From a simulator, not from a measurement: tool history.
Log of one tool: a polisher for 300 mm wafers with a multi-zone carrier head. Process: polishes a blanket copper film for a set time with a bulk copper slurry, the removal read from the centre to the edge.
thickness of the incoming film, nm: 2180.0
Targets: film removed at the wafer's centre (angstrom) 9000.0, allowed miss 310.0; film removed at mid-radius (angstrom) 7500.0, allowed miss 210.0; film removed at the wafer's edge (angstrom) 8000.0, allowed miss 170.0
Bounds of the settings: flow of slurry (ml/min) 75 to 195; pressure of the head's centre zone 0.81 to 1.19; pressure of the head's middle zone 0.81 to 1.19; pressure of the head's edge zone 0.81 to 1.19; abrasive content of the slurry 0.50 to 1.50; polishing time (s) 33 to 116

run    day  flow of slurry (ml/min)  pressure of the head's centre zone  pressure of the head's middle zone  pressure of the head's edge zone  abrasive content of the slurry  polishing time (s)  film removed at the wafer's centre (angstrom)  film removed at mid-radius (angstrom)  film removed at the wafer's edge (angstrom)
  1  0.000                      125                                1.00                                1.00                              1.00                            1.00                  74                                         5809.7                                 5705.5                                       5671.0
  2  0.325                      125                                1.05                                1.00                              1.00                            1.00                  74                                         6000.7                                 5760.2                                       5695.4
  3  0.529                      125                                1.05                                1.00                              1.00                            1.00                  65                                         5235.8                                 5047.4                                       4986.2
  4  0.788                      140                                1.08                                0.99                              1.04                            1.15                  69                                         5951.7                                 5501.2                                       5581.0
  5  1.008                      150                                1.10                                0.99                              1.07                            1.25                  73                                         6611.5                                 6012.5                                       6152.3
  6  1.317                      150                                1.10                                0.99                              1.11                            1.25                  73                                         6707.4                                 6056.9                                       6208.8
  7  1.571                      155                                1.11                                0.98                              1.13                            1.30                  76                                         7152.7                                 6240.3                                       6559.6
  8  1.854                      160                                1.12                                0.98                              1.14                            1.35                  78                                         7357.7                                 6529.7                                       6920.5

4 next moves are on the table. One of them brings every result within its allowed miss. Which?
  A  2.138                      185                                0.88                                1.04                              1.19                            1.35                  83                                              ?                                      ?                                            ?
  B  2.138                      155                                1.19                                0.89                              1.13                            1.20                  90                                              ?                                      ?                                            ?
  C  2.138                      155                                1.17                                0.97                              1.13                            1.25                  92                                              ?                                      ?                                            ?
  D  2.138                      140                                1.09                                1.02                              1.07                            1.45                  90                                              ?                                      ?                                            ?

move  film removed at the wafer's centre (angstrom)  film removed at mid-radius (angstrom)  film removed at the wafer's edge (angstrom)
   A                                         6509.6                                 7451.6                                       7548.3
   B                                         8957.5                                 6768.7                                       7684.6
   C                                         9079.1                                 7488.6                                       7903.6
   D                                         8389.0                                 7740.8                                       7640.8
A: further off than the last run
B: nearer than the last run, and not there yet
C: meets every target
D: nearer than the last run, and not there yet
Move C is the one to make.
